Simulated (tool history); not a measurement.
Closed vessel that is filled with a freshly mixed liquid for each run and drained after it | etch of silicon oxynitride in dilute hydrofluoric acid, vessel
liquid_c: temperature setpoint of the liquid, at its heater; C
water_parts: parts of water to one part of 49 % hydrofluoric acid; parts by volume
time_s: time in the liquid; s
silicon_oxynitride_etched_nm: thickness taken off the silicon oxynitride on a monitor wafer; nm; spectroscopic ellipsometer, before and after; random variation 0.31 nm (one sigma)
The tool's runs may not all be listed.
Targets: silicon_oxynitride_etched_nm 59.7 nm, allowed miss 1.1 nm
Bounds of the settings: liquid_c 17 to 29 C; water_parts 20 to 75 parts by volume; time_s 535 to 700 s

run	day	liquid_c	water_parts	time_s	silicon_oxynitride_etched_nm
1	0	21	45	700	21.398
2	0.204	21	55	700	17.368
3	0.338	23	45	700	23.58
4	0.671	21	45	700	21.381
5	0.992	21	45	535	16.474
# day 1.262: thermometer replaced
6	1.262	21	35	535	19.855
7	1.504	23	30	575	27.433
8	1.892	23	30	575	27.032
9	2.212	24.5	30	605	30.909
10	2.267	28.5	20	700	66.066
11	2.654	28	20	700	64.056
12	2.767	27.5	20	700	62.817
13	2.888	27.5	20	700	62.84
14	3.142	27	20	700	61.095
15	3.508	27	20	700	61.267

Which of these 5 next moves meets every target?
A	3.875	29	20	650	?
B	3.875	26.5	20	700	?
C	3.875	29	20	600	?
D	3.875	26.5	20	680	?
E	3.875	26	20	695	?

move	silicon_oxynitride_etched_nm
A	62.523
B	59.634
C	57.714
D	57.931
E	57.773
A: further off than the last run
B: meets every target
C: takes the result that was furthest off past its target
D: takes the result that was furthest off past its target
E: takes the result that was furthest off past its target
The right move is B.
